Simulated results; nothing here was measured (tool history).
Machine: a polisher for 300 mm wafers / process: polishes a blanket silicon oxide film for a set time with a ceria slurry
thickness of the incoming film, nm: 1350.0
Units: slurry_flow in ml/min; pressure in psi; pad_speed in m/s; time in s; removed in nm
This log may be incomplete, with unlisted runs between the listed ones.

{"run": 1, "hour": 0.0, "slurry_flow": 135, "pressure": 2.1, "pad_speed": 1.2, "time": 123, "removed": 450.88}
{"run": 2, "hour": 8.8, "slurry_flow": 135, "pressure": 2.1, "pad_speed": 1.38, "time": 123, "removed": 509.38}
{"run": 3, "hour": 17.4, "slurry_flow": 130, "pressure": 1.7, "pad_speed": 1.26, "time": 123, "removed": 388.9}
{"run": 4, "hour": 20.6, "slurry_flow": 130, "pressure": 1.7, "pad_speed": 1.42, "time": 123, "removed": 437.67}
{"run": 5, "hour": 25.0, "slurry_flow": 125, "pressure": 1.5, "pad_speed": 1.28, "time": 123, "removed": 349.31}
{"run": 6, "hour": 27.6, "slurry_flow": 125, "pressure": 1.5, "pad_speed": 1.14, "time": 123, "removed": 314.82}
{"run": 7, "hour": 31.8, "slurry_flow": 120, "pressure": 1.3, "pad_speed": 1.12, "time": 123, "removed": 275.18}

Expected results for the next run?
{"run": 8, "hour": 39.1, "slurry_flow": 115, "pressure": 1.2, "pad_speed": 1.12, "time": 123, "removed": "?"}

removed: 246.54 nm
